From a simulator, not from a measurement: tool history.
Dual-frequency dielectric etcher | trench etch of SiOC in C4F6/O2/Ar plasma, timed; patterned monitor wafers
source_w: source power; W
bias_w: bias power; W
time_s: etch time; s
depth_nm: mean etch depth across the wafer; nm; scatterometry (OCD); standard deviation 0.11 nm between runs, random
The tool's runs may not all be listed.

run 1 hour=0.0 | source_w=260 bias_w=152 time_s=18.5 | depth_nm=29.143
run 2 hour=2.2 | source_w=280 bias_w=159 time_s=18.5 | depth_nm=30.315
run 3 hour=7.6 | source_w=240 bias_w=159 time_s=18.5 | depth_nm=28.755
run 4 hour=10.2 | source_w=260 bias_w=159 time_s=18.5 | depth_nm=29.721
run 5 hour=16.0 | source_w=280 bias_w=165 time_s=18.5 | depth_nm=30.744
-- hour=22.2 bias power generator calibrated
run 6 hour=22.2 | source_w=300 bias_w=170 time_s=18.5 | depth_nm=32.167

Estimate the outcome of run 7 from the log above:
run 7 hour=23.2 | source_w=310 bias_w=172 time_s=18.5 | depth_nm=?

depth_nm: 32.561 nm
